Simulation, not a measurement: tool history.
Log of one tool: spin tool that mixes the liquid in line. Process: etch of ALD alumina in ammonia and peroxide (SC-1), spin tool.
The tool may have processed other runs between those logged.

| run | hour | temperature setpoint of the liquid (K) | parts of 29 % ammonia solution to one part of 30 % peroxide (parts by volume) | time under the liquid (s) | thickness taken off the ALD alumina on a monitor wafer (angstrom) |
|---|---|---|---|---|---|
| 1 | 0.0 | 325.15 | 0.4 | 270 | 123.01 |
| 2 | 4.4 | 325.15 | 0.4 | 285 | 128.47 |
| 3 | 8.8 | 327.65 | 0.4 | 285 | 146.97 |
| 4 | 17.4 | 325.15 | 0.4 | 285 | 128.54 |
| 5 | 20.0 | 323.65 | 0.4 | 285 | 120.33 |
| 6 | 27.3 | 322.15 | 0.4 | 285 | 110.08 |
| 7 | 32.8 | 321.65 | 0.4 | 285 | 106.73 |

Run 8, settings as shown, results not yet in. Your forecast:
| 8 | 39.5 | 321.15 | 0.4 | 285 | ? |

Logged for run 8: thickness taken off the ALD alumina on a monitor wafer (angstrom) 104.41.

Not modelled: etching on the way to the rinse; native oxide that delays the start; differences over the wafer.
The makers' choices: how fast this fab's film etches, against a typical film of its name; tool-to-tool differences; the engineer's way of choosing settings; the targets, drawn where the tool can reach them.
